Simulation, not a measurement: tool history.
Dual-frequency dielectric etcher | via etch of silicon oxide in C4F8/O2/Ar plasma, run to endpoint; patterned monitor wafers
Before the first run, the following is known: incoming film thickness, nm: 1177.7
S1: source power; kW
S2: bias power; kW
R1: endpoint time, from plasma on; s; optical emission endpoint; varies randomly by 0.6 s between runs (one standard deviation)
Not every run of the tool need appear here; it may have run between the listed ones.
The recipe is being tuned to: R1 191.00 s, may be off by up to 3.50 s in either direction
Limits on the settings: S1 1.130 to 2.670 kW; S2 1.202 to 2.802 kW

{"run": 1, "hour": 0.0, "S1": 1.9, "S2": 2.002, "R1": 226.06}
{"run": 2, "hour": 6.6, "S1": 2.08, "S2": 2.046, "R1": 216.21}
{"run": 3, "hour": 15.1, "S1": 2.08, "S2": 1.778, "R1": 229.86}
{"run": 4, "hour": 16.4, "S1": 2.22, "S2": 1.878, "R1": 218.57}
{"run": 5, "hour": 24.3, "S1": 2.22, "S2": 1.636, "R1": 231.4}
{"run": 6, "hour": 25.9, "S1": 2.33, "S2": 1.764, "R1": 218.92}
{"run": 7, "hour": 30.9, "S1": 2.42, "S2": 1.846, "R1": 211.91}
{"hour": 33.6, "done": "source power generator calibrated"}
{"run": 8, "hour": 33.6, "S1": 2.48, "S2": 1.915, "R1": 209.62}
{"run": 9, "hour": 37.1, "S1": 2.53, "S2": 2.007, "R1": 203.56}
{"run": 10, "hour": 46.0, "S1": 2.57, "S2": 2.065, "R1": 200.41}

Consider the 4 candidate settings below. Which is the only one whose results all fall within their allowed miss of target?
{"run": "A", "hour": 54.9, "S1": 2.67, "S2": 2.498, "R1": "?"}
{"run": "B", "hour": 54.9, "S1": 2.67, "S2": 2.218, "R1": "?"}
{"run": "C", "hour": 54.9, "S1": 2.49, "S2": 1.894, "R1": "?"}
{"run": "D", "hour": 54.9, "S1": 2.67, "S2": 2.51, "R1": "?"}

move=A R1=182.25
move=B R1=191.33
move=C R1=210.08
move=D R1=181.89
A: takes the biggest miss from the last run beyond its target
B: hits every target within its allowed miss
C: the biggest miss grows against the last run
D: takes the biggest miss from the last run beyond its target
The right move is B.
